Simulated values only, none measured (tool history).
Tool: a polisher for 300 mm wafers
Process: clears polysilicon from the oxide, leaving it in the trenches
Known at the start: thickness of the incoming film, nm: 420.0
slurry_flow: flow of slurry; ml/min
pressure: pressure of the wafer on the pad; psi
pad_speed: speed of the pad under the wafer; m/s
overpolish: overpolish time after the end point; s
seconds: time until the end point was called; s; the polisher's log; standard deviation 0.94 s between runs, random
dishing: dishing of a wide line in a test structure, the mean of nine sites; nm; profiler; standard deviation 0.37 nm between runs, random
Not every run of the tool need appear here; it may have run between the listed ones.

Run 1, day 0: slurry_flow 310 ml/min, pressure 2.6 psi, pad_speed 0.96 m/s, overpolish 13 s. Result: seconds 30.55 s, dishing 42.323 nm.
Run 2, day 0.242: slurry_flow 315 ml/min, pressure 2.2 psi, pad_speed 0.94 m/s, overpolish 10 s. Result: seconds 35.777 s, dishing 41.383 nm.
Run 3, day 0.367: slurry_flow 285 ml/min, pressure 2.3 psi, pad_speed 0.8 m/s, overpolish 8 s. Result: seconds 39.886 s, dishing 37.959 nm.
Run 4, day 0.521: slurry_flow 285 ml/min, pressure 2.3 psi, pad_speed 0.8 m/s, overpolish 11 s. Result: seconds 40.151 s, dishing 39.678 nm.
Run 5, day 0.671: slurry_flow 250 ml/min, pressure 2.5 psi, pad_speed 0.68 m/s, overpolish 9 s. Result: seconds 43.699 s, dishing 37.279 nm.
Run 6, day 0.996: slurry_flow 230 ml/min, pressure 2.7 psi, pad_speed 0.6 m/s, overpolish 7 s. Result: seconds 46.636 s, dishing 33.384 nm.
Run 7, day 1.025: slurry_flow 215 ml/min, pressure 3 psi, pad_speed 0.54 m/s, overpolish 6 s. Result: seconds 49.419 s, dishing 30.543 nm.

Predict the results of run 8:
Run 8, day 1.358: slurry_flow 205 ml/min, pressure 3.3 psi, pad_speed 0.5 m/s, overpolish 5 s. Result: seconds ?, dishing ?.

seconds: 49.679 s
dishing: 27.611 nm
